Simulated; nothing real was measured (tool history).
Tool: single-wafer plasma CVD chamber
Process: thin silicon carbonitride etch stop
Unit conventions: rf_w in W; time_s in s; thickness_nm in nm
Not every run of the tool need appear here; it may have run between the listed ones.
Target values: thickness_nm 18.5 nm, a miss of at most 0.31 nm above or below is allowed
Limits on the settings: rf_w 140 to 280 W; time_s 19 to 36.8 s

{"run": 1, "hour": 0.0, "rf_w": 210, "time_s": 27.9, "thickness_nm": 15.036}
{"run": 2, "hour": 6.2, "rf_w": 220, "time_s": 28.7, "thickness_nm": 15.585}
{"run": 3, "hour": 8.4, "rf_w": 220, "time_s": 26.5, "thickness_nm": 14.367}
{"run": 4, "hour": 12.7, "rf_w": 230, "time_s": 27.8, "thickness_nm": 15.147}
{"run": 5, "hour": 13.3, "rf_w": 230, "time_s": 25.3, "thickness_nm": 13.85}
{"run": 6, "hour": 17.2, "rf_w": 230, "time_s": 23.1, "thickness_nm": 12.708}
{"run": 7, "hour": 18.2, "rf_w": 235, "time_s": 25.1, "thickness_nm": 13.945}
{"run": 8, "hour": 26.3, "rf_w": 245, "time_s": 26.4, "thickness_nm": 14.769}
{"run": 9, "hour": 31.3, "rf_w": 250, "time_s": 27.5, "thickness_nm": 15.425}
{"run": 10, "hour": 37.2, "rf_w": 255, "time_s": 28.4, "thickness_nm": 16.021}
{"run": 11, "hour": 42.1, "rf_w": 280, "time_s": 32.4, "thickness_nm": 18.85}

Next run, 5 choices. One meets every target within its allowed miss, the rest don't. Which?
{"run": "A", "hour": 47.0, "rf_w": 280, "time_s": 31.9, "thickness_nm": "?"}
{"run": "B", "hour": 47.0, "rf_w": 280, "time_s": 32.5, "thickness_nm": "?"}
{"run": "C", "hour": 47.0, "rf_w": 280, "time_s": 32.8, "thickness_nm": "?"}
{"run": "D", "hour": 47.0, "rf_w": 270, "time_s": 33.2, "thickness_nm": "?"}
{"run": "E", "hour": 47.0, "rf_w": 260, "time_s": 34, "thickness_nm": "?"}

move=A thickness_nm=18.615
move=B thickness_nm=18.965
move=C thickness_nm=19.14
move=D thickness_nm=19.164
move=E thickness_nm=19.405
A: meets every target
B: its largest miss is bigger than the last run's
C: its largest miss is bigger than the last run's
D: its largest miss is bigger than the last run's
E: its largest miss is bigger than the last run's
Correct choice: A, which meets every target
